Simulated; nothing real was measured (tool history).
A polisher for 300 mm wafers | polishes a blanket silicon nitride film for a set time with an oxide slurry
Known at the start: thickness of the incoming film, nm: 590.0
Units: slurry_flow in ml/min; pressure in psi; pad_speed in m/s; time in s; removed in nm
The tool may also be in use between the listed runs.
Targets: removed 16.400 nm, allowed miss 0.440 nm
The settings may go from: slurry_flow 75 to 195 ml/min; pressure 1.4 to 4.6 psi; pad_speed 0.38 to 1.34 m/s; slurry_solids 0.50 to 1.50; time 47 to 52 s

run 1 hour=0.0 | slurry_flow=125 pressure=3.0 pad_speed=0.86 slurry_solids=1.00 time=52 | removed=20.025
run 2 hour=7.4 | slurry_flow=110 pressure=3.0 pad_speed=0.86 slurry_solids=1.00 time=52 | removed=19.374
run 3 hour=12.7 | slurry_flow=110 pressure=3.0 pad_speed=0.86 slurry_solids=1.20 time=52 | removed=21.164
run 4 hour=17.4 | slurry_flow=110 pressure=3.0 pad_speed=1.06 slurry_solids=1.20 time=52 | removed=25.174
run 5 hour=21.8 | slurry_flow=105 pressure=2.7 pad_speed=1.06 slurry_solids=1.20 time=52 | removed=22.456
run 6 hour=24.0 | slurry_flow=105 pressure=2.7 pad_speed=1.20 slurry_solids=1.20 time=52 | removed=25.118
run 7 hour=26.0 | slurry_flow=100 pressure=2.4 pad_speed=1.20 slurry_solids=1.20 time=52 | removed=21.967
run 8 hour=27.2 | slurry_flow=95 pressure=2.3 pad_speed=1.20 slurry_solids=1.20 time=52 | removed=20.673
run 9 hour=35.9 | slurry_flow=90 pressure=2.2 pad_speed=1.20 slurry_solids=1.20 time=52 | removed=19.687
run 10 hour=40.0 | slurry_flow=85 pressure=2.1 pad_speed=1.20 slurry_solids=1.20 time=52 | removed=18.011
run 11 hour=46.0 | slurry_flow=75 pressure=1.9 pad_speed=1.20 slurry_solids=1.20 time=52 | removed=15.856

Which of these 5 next moves meets every target?
run A hour=52.0 | slurry_flow=80 pressure=2.2 pad_speed=1.16 slurry_solids=1.15 time=48 | removed=?
run B hour=52.0 | slurry_flow=75 pressure=1.6 pad_speed=1.34 slurry_solids=1.25 time=52 | removed=?
run C hour=52.0 | slurry_flow=85 pressure=2.1 pad_speed=1.10 slurry_solids=1.20 time=47 | removed=?
run D hour=52.0 | slurry_flow=75 pressure=1.9 pad_speed=1.20 slurry_solids=1.15 time=52 | removed=?
run E hour=52.0 | slurry_flow=115 pressure=1.9 pad_speed=1.10 slurry_solids=1.10 time=47 | removed=?

move=A removed=16.604
move=B removed=15.134
move=C removed=15.546
move=D removed=15.673
move=E removed=14.771
A: meets every target
B: further off than the last run
C: further off than the last run
D: further off than the last run
E: further off than the last run
The right move is A.
